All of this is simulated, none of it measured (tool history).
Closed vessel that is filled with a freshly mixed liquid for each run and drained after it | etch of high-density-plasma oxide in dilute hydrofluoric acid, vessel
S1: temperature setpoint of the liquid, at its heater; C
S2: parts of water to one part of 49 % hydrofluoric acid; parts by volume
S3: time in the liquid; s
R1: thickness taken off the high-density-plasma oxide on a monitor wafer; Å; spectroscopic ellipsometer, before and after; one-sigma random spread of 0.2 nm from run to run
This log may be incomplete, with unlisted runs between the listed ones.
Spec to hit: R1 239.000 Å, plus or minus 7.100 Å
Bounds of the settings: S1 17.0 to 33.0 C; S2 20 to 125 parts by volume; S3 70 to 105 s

run	day	S1	S2	S3	R1
1	0.000	25.0	70	105	83.141
2	0.254	25.0	70	70	54.971
3	0.362	27.5	55	80	89.642
4	0.588	27.5	70	80	69.015
5	0.717	29.5	55	90	110.220
6	0.933	27.0	55	90	98.571
7	1.012	29.0	45	90	133.530
8	1.221	30.5	40	90	159.190
9	1.308	31.5	35	90	193.570

4 next moves are on the table. One of them brings every result within its allowed miss. Which?
A	1.396	33.0	30	95	?
B	1.396	28.0	45	100	?
C	1.396	33.0	35	105	?
D	1.396	32.0	40	75	?

move	R1
A	251.530
B	141.410
C	236.270
D	140.850
A: takes the biggest miss from the last run beyond its target
B: misses by more than the last run did
C: meets every target
D: misses by more than the last run did
Go with C: it meets all targets.
